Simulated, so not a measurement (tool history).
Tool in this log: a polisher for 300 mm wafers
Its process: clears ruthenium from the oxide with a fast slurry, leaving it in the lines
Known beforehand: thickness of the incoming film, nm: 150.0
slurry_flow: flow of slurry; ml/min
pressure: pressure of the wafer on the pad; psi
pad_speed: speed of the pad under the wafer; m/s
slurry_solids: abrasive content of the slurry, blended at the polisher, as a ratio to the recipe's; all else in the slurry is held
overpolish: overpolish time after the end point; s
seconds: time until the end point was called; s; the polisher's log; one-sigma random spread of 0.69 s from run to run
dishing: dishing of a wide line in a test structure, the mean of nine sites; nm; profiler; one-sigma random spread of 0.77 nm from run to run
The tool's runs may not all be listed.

{"run": 1, "hour": 0.0, "slurry_flow": 170, "pressure": 2, "pad_speed": 1.06, "slurry_solids": 1, "overpolish": 9, "seconds": 47.36, "dishing": 22.447}
{"run": 2, "hour": 5.0, "slurry_flow": 170, "pressure": 2.1, "pad_speed": 1.06, "slurry_solids": 1, "overpolish": 9, "seconds": 46.595, "dishing": 24.065}
{"run": 3, "hour": 7.1, "slurry_flow": 170, "pressure": 1.8, "pad_speed": 1.06, "slurry_solids": 1, "overpolish": 9, "seconds": 50.284, "dishing": 21.327}
{"run": 4, "hour": 14.9, "slurry_flow": 170, "pressure": 1.8, "pad_speed": 1.06, "slurry_solids": 1.2, "overpolish": 9, "seconds": 46.571, "dishing": 22.823}
{"run": 5, "hour": 15.4, "slurry_flow": 170, "pressure": 1.9, "pad_speed": 1.06, "slurry_solids": 1.2, "overpolish": 9, "seconds": 45.933, "dishing": 23.437}
{"run": 6, "hour": 16.4, "slurry_flow": 140, "pressure": 1.9, "pad_speed": 1.06, "slurry_solids": 1.2, "overpolish": 9, "seconds": 47.546, "dishing": 22.975}

Forecast run 7:
{"run": 7, "hour": 22.5, "slurry_flow": 140, "pressure": 2, "pad_speed": 1.06, "slurry_solids": 1.2, "overpolish": 9, "seconds": "?", "dishing": "?"}

seconds: 44.119 s
dishing: 23.859 nm
